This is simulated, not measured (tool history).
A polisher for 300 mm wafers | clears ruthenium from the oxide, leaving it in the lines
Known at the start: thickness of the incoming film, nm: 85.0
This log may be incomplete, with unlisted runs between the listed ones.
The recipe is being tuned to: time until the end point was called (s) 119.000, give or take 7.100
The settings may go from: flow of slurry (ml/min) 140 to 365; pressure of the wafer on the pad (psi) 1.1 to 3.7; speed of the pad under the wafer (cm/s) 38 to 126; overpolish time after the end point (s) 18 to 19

run  hour  flow of slurry (ml/min)  pressure of the wafer on the pad (psi)  speed of the pad under the wafer (cm/s)  overpolish time after the end point (s)  time until the end point was called (s)
  1   0.0                      235                                     2.4                                       82                                       18                                   79.548
  2   4.9                      235                                     2.2                                       82                                       18                                   86.960
  3  11.5                      235                                     2.2                                      100                                       18                                   72.802
  4  19.8                      235                                     2.0                                       98                                       18                                   77.497
  5  27.5                      235                                     2.0                                       90                                       18                                   85.334
  6  34.8                      200                                     2.0                                       90                                       18                                   87.353
  7  37.6                      200                                     1.9                                       90                                       18                                   89.657
  8  40.2                      200                                     1.8                                       90                                       18                                   91.942
     44.6  -- head pressure recalibrated
  9  44.6                      200                                     1.7                                       88                                       18                                  103.320

Which one of the following 4 next-run settings gets every result inside its allowed miss? There is exactly one.
  A  49.0                      220                                     1.8                                      100                                       19                                        ?
  B  49.0                      210                                     1.7                                       88                                       18                                        ?
  C  49.0                      290                                     1.9                                       84                                       18                                        ?
  D  49.0                      190                                     1.5                                       80                                       18                                        ?

move  time until the end point was called (s)
   A                                   88.961
   B                                  101.770
   C                                   96.034
   D                                  117.990
A: further off than the last run
B: further off than the last run
C: further off than the last run
D: every result within its allowed miss
Move D is the one to make.
